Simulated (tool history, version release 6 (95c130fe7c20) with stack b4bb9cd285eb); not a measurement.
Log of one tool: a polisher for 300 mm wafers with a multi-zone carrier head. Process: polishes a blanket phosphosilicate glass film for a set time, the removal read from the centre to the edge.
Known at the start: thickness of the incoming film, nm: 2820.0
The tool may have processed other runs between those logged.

| run | day | flow of slurry (ml/min) | pressure of the head's centre zone | pressure of the head's middle zone | pressure of the head's edge zone | abrasive content of the slurry | polishing time (s) | film removed at the wafer's centre (Å) | film removed at mid-radius (Å) | film removed at the wafer's edge (Å) |
|---|---|---|---|---|---|---|---|---|---|---|
| 1 | 0 | 230 | 1 | 1 | 1 | 1 | 40 | 5268 | 4987.3 | 5044.6 |
| 2 | 0.112 | 215 | 0.95 | 0.98 | 1 | 0.95 | 40 | 4855.8 | 4766.2 | 4941.1 |
| 3 | 0.246 | 215 | 0.95 | 0.98 | 1.08 | 0.95 | 40 | 4833.3 | 4776.2 | 5062.3 |
| 4 | 0.275 | 215 | 0.95 | 0.98 | 1.08 | 0.95 | 49 | 6011.4 | 5902.4 | 6080.6 |
| 5 | 0.488 | 215 | 0.95 | 0.98 | 1.16 | 0.95 | 49 | 5895 | 5812.5 | 6325.5 |
| 6 | 0.821 | 215 | 0.95 | 0.98 | 1.16 | 0.75 | 49 | 5557.7 | 5447.6 | 5932.9 |
| 7 | 1.129 | 200 | 0.91 | 0.97 | 1.14 | 0.7 | 47 | 4917.6 | 4980.1 | 5491.7 |
| 8 | 1.246 | 190 | 0.88 | 0.97 | 1.12 | 0.65 | 46 | 4543.7 | 4729 | 5173 |
| 9 | 1.3 | 180 | 0.86 | 0.97 | 1.11 | 0.6 | 45 | 4112.9 | 4508.2 | 4887.5 |

For run 10, what comes out?
| 10 | 1.412 | 175 | 0.85 | 0.95 | 1.08 | 0.6 | 45 | ? | ? | ? |

film removed at the wafer's centre (Å): 4156.2
film removed at mid-radius (Å): 4400.4
film removed at the wafer's edge (Å): 4784.6

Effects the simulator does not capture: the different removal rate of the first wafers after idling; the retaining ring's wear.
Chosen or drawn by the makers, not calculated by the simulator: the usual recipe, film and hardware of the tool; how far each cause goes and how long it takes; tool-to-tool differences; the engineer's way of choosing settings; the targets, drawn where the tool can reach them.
